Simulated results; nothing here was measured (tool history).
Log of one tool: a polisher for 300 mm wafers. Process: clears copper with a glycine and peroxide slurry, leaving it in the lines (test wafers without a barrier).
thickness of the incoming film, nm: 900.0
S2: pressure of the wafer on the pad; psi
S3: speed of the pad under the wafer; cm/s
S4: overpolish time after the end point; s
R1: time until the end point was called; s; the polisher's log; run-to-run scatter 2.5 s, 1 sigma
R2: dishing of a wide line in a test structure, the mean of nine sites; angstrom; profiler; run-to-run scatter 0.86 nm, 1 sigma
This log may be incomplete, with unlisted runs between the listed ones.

{"run": 1, "day": 0.0, "flow of slurry (ml/min)": 145, "S2": 3.5, "S3": 130, "S4": 14, "R1": 139.15, "R2": 621.99}
{"run": 2, "day": 0.338, "flow of slurry (ml/min)": 145, "S2": 3.5, "S3": 106, "S4": 14, "R1": 156.66, "R2": 556.84}
{"run": 3, "day": 0.379, "flow of slurry (ml/min)": 145, "S2": 3.0, "S3": 106, "S4": 14, "R1": 177.03, "R2": 495.32}
{"run": 4, "day": 0.529, "flow of slurry (ml/min)": 145, "S2": 3.0, "S3": 86, "S4": 14, "R1": 199.72, "R2": 444.03}
{"run": 5, "day": 0.629, "flow of slurry (ml/min)": 145, "S2": 3.1, "S3": 86, "S4": 14, "R1": 196.71, "R2": 467.18}
{"run": 6, "day": 0.729, "flow of slurry (ml/min)": 145, "S2": 3.2, "S3": 86, "S4": 14, "R1": 191.85, "R2": 468.35}
{"run": 7, "day": 0.967, "flow of slurry (ml/min)": 145, "S2": 3.3, "S3": 86, "S4": 14, "R1": 183.41, "R2": 496.29}

Expected results for the next run?
{"run": 8, "day": 1.046, "flow of slurry (ml/min)": 155, "S2": 3.5, "S3": 88, "S4": 11, "R1": "?", "R2": "?"}

R1: 169.42 s
R2: 407.90 angstrom
